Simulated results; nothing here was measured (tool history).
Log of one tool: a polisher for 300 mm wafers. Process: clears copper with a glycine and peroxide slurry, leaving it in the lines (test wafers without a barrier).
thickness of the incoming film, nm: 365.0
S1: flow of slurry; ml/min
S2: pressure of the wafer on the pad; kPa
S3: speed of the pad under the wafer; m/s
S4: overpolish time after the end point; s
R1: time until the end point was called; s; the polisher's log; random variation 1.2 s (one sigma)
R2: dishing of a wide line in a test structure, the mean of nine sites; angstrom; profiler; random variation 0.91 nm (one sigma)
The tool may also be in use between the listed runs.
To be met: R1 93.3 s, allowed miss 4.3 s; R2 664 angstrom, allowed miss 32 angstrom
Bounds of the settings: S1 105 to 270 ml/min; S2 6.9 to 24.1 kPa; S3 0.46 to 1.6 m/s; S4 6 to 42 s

run	hour	S1	S2	S3	S4	R1	R2
1	0	175	15.2	1.02	21	85.898	518.94
2	8.4	175	15.2	1.02	22	87.61	528.18
3	14.5	175	15.2	1.02	16	85.72	416.06
4	18.8	175	15.2	0.9	16	95.459	391.67
5	22.8	175	15.2	0.9	22	92.926	511.28
6	27.2	175	12.4	0.9	22	108.38	444.34
7	27.9	175	13.1	0.9	23	105.56	473.63
8	35.5	175	13.1	0.9	24	103.14	487.5
9	36.7	175	13.1	0.9	25	105	497.87
10	37.3	175	13.1	0.9	26	105.9	515.7
11	43.3	175	14.5	0.9	28	96.256	578.69
12	46.3	175	14.5	0.92	30	95.927	630.62

5 next moves are on the table. One of them brings every result within its allowed miss. Which?
A	49.3	180	15.9	0.76	36	?	?
B	49.3	220	13.8	0.84	34	?	?
C	49.3	175	15.2	0.9	32	?	?
D	49.3	185	15.9	0.74	33	?	?
E	49.3	215	13.8	1.04	26	?	?

move	R1	R2
A	101.11	681.66
B	102.23	642.28
C	93.626	655
D	102.5	635.99
E	88.526	581.37
A: brings the result that was furthest off to its target, and leaves another outside
B: brings the result that was furthest off to its target, and leaves another outside
C: meets every target
D: brings the result that was furthest off to its target, and leaves another outside
E: further off than the last run
The right move is C.
